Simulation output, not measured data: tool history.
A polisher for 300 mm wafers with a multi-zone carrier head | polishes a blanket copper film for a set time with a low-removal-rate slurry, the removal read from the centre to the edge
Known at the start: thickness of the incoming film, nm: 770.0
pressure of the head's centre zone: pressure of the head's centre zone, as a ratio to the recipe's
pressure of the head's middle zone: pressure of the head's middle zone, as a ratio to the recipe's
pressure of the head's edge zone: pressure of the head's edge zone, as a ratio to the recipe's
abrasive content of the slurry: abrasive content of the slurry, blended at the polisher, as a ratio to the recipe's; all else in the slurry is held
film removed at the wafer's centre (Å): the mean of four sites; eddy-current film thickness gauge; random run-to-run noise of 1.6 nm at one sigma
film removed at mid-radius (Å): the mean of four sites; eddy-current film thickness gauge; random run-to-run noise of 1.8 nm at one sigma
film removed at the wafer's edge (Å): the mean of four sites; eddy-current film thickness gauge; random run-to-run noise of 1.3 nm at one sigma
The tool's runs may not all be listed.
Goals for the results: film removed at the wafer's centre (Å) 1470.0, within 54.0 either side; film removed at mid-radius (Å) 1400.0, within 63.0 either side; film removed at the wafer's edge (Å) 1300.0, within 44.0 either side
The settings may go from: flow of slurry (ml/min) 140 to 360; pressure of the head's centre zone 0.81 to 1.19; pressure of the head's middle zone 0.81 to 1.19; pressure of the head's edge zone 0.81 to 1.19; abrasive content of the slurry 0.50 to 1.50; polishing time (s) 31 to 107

run,hour,flow of slurry (ml/min),pressure of the head's centre zone,pressure of the head's middle zone,pressure of the head's edge zone,abrasive content of the slurry,polishing time (s),film removed at the wafer's centre (Å),film removed at mid-radius (Å),film removed at the wafer's edge (Å)
1,0.0,230,1.00,1.00,1.00,1.00,69,1860.0,1832.9,1935.5
2,1.8,230,1.01,1.01,0.97,0.90,66,1790.6,1757.2,1740.7
3,3.3,225,1.00,0.99,0.95,0.80,65,1687.5,1667.8,1693.6
4,8.5,225,1.01,0.99,0.93,0.75,63,1667.9,1630.1,1622.4
5,12.2,225,1.01,0.96,0.93,0.75,63,1625.1,1573.8,1604.3
6,18.4,225,1.01,1.03,0.93,0.75,63,1634.2,1656.5,1600.5
7,20.6,225,1.02,1.02,0.91,0.70,61,1591.2,1613.6,1514.0
8,28.8,225,1.03,1.01,0.90,0.65,60,1578.9,1546.8,1460.3
9,29.6,220,1.03,1.00,0.89,0.60,59,1520.7,1465.5,1435.4
10,33.0,220,1.08,1.05,0.81,0.50,55,1433.5,1418.1,1231.9
11,38.5,220,1.08,1.04,0.82,0.50,55,1461.6,1409.1,1253.1

Pick the move, out of 4, that brings all results within their allowed miss; only one does.
A,44.0,190,1.10,1.07,0.81,0.55,54,?,?,?
B,44.0,350,1.19,1.09,0.81,0.50,50,?,?,?
C,44.0,280,1.11,1.15,0.81,0.50,54,?,?,?
D,44.0,215,1.08,1.04,0.86,0.55,55,?,?,?

move,film removed at the wafer's centre (Å),film removed at mid-radius (Å),film removed at the wafer's edge (Å)
A,1424.9,1370.3,1218.7
B,1513.9,1356.4,1169.3
C,1492.2,1504.6,1243.0
D,1448.9,1383.4,1289.7
A: lands further from the targets than the last run did
B: lands further from the targets than the last run did
C: lands further from the targets than the last run did
D: in spec on every target
Answer: D
